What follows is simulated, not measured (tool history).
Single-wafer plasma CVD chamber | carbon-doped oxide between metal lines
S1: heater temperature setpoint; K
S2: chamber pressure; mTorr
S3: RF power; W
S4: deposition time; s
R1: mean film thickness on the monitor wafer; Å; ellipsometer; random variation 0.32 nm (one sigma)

run	hour	S1	S2	S3	S4	R1
1	0.0	603.15	5990	410	21.6	1060.20
2	8.4	611.15	5990	410	21.6	1030.70
3	12.5	611.15	5990	410	21.6	1029.80
4	19.4	604.15	5990	410	21.6	1058.90
5	23.1	604.15	5990	410	21.6	1049.30
6	28.2	596.15	5990	410	21.6	1095.40
7	32.5	598.15	5910	400	21.5	1051.40
8	37.6	599.15	5810	390	21.5	1024.00
9	42.1	609.15	5110	325	21.0	794.60
10	46.6	608.15	5190	325	21.0	799.88
11	52.4	607.15	5260	325	21.0	800.82
12	54.7	606.15	5320	325	21.0	811.94
13	57.5	605.15	5370	325	21.0	810.77
14	62.9	604.15	5410	325	21.0	815.45
# hour 70.6: capacitance manometer re-zeroed and calibrated
15	70.6	603.15	5450	325	21.0	816.56
16	77.9	603.15	5470	325	21.0	813.17
17	78.8	603.15	5480	325	21.0	813.67

Run 18 comes next. What will it give?
18	79.9	603.15	5490	325	21.0	?

{"run 18": {"R1": 812.04}}
